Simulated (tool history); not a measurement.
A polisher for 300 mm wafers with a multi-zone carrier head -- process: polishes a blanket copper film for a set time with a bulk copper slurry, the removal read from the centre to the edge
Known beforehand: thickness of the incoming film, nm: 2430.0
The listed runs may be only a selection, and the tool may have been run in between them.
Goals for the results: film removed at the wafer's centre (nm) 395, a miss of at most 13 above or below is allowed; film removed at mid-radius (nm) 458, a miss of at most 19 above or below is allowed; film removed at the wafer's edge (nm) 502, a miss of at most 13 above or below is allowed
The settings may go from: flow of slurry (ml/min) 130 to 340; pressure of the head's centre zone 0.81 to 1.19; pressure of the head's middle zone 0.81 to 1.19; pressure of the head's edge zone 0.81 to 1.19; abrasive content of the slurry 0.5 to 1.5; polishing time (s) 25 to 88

run,hour,flow of slurry (ml/min),pressure of the head's centre zone,pressure of the head's middle zone,pressure of the head's edge zone,abrasive content of the slurry,polishing time (s),film removed at the wafer's centre (nm),film removed at mid-radius (nm),film removed at the wafer's edge (nm)
1,0,220,1,1,1,1,56,647.29,740.09,737.04
2,3.1,210,0.96,0.95,0.97,0.85,52,554.24,622.26,651.81
3,10.1,190,0.96,0.95,0.97,0.85,52,544.47,617.34,643.16
4,10.7,225,0.96,0.95,0.97,0.85,52,556.55,637.7,665.36
5,12,205,0.93,0.93,0.94,0.75,50,507.94,583.23,602.59
6,20.6,205,0.93,0.93,0.97,0.75,50,496.11,594.65,613.52
# hour 27.2: centre zone pressure recalibrated
7,27.2,190,0.91,0.89,0.94,0.65,49,532.2,529.29,580.14
8,29.3,180,0.88,0.89,0.96,0.6,46,475.68,481.68,540.87

Consider the 5 candidate settings below. Which is the only one whose results all fall within their allowed miss of target?
A,31.4,205,1.05,0.81,0.81,0.55,48,?,?,?
B,31.4,180,1.13,0.87,0.81,0.5,48,?,?,?
C,31.4,175,0.84,0.91,0.93,0.75,42,?,?,?
D,31.4,240,0.97,0.84,1.07,0.65,43,?,?,?
E,31.4,220,0.83,0.95,1.07,0.6,40,?,?,?

move,film removed at the wafer's centre (nm),film removed at mid-radius (nm),film removed at the wafer's edge (nm)
A,601.94,477.81,520.51
B,628.61,491.96,507.61
C,427.62,469.1,495.91
D,519.43,459,549.8
E,404.38,463.57,501.63
A: the biggest miss grows against the last run
B: the biggest miss grows against the last run
C: nearer the targets than the last run, but a result is still out of spec
D: the biggest miss grows against the last run
E: all results land within tolerance of their targets
The move that meets every target is E.
